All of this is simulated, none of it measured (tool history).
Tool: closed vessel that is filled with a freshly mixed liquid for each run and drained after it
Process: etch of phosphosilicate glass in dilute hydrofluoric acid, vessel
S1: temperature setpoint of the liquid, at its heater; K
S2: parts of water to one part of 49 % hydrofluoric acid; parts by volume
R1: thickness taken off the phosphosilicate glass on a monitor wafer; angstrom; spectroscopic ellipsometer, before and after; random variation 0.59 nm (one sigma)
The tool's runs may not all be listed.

{"run": 1, "day": 0.0, "S1": 297.15, "S2": 295, "time in the liquid (s)": 95, "R1": 255.75}
{"run": 2, "day": 0.388, "S1": 298.15, "S2": 270, "time in the liquid (s)": 95, "R1": 297.31}
{"run": 3, "day": 0.512, "S1": 299.15, "S2": 250, "time in the liquid (s)": 95, "R1": 342.26}
{"run": 4, "day": 0.771, "S1": 300.15, "S2": 235, "time in the liquid (s)": 95, "R1": 375.8}
{"run": 5, "day": 0.983, "S1": 300.65, "S2": 220, "time in the liquid (s)": 95, "R1": 421.81}
{"run": 6, "day": 1.358, "S1": 300.65, "S2": 220, "time in the liquid (s)": 105, "R1": 468.38}
{"run": 7, "day": 1.742, "S1": 301.15, "S2": 210, "time in the liquid (s)": 105, "R1": 503.57}
{"run": 8, "day": 1.875, "S1": 301.65, "S2": 205, "time in the liquid (s)": 105, "R1": 524.55}
{"run": 9, "day": 2.058, "S1": 301.65, "S2": 205, "time in the liquid (s)": 105, "R1": 525.13}

Run 10 comes next. What will it give?
{"run": 10, "day": 2.329, "S1": 302.15, "S2": 200, "time in the liquid (s)": 105, "R1": "?"}

Run 10 gave R1 550.02 angstrom.

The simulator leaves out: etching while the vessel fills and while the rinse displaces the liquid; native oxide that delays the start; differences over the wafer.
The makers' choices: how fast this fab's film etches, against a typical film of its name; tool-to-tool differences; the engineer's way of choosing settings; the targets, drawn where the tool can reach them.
